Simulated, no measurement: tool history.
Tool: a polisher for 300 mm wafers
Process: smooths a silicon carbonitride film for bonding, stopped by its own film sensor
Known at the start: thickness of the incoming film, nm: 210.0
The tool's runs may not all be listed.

| run | hour | flow of slurry (ml/min) | pressure of the wafer on the pad (psi) | speed of the pad under the wafer (m/s) | abrasive content of the slurry | target thickness at which the film sensor stops the polish (Å) | time until the film sensor stopped the polish (s) |
|---|---|---|---|---|---|---|---|
| 1 | 0.0 | 265 | 1.4 | 0.76 | 1.0 | 1970 | 114.52 |
| 2 | 2.7 | 265 | 1.2 | 0.76 | 1.0 | 1970 | 134.29 |
| 3 | 7.4 | 225 | 1.2 | 0.76 | 1.0 | 1970 | 135.46 |
| 4 | 16.4 | 225 | 1.2 | 0.76 | 1.0 | 1970 | 136.42 |
| 5 | 24.1 | 225 | 1.2 | 0.84 | 1.0 | 1970 | 125.45 |
| 6 | 31.9 | 225 | 1.2 | 0.92 | 1.0 | 1970 | 118.30 |
| 7 | 40.2 | 225 | 1.0 | 0.92 | 1.0 | 1970 | 141.29 |
| 8 | 47.4 | 225 | 0.9 | 0.92 | 1.0 | 1970 | 154.36 |
| 9 | 54.5 | 225 | 0.9 | 0.92 | 1.0 | 1970 | 155.82 |

Run 10 comes next. What will it give?
| 10 | 60.4 | 225 | 0.9 | 0.92 | 1.0 | 1970 | ? |

Run 10 gave time until the film sensor stopped the polish (s) 153.97.
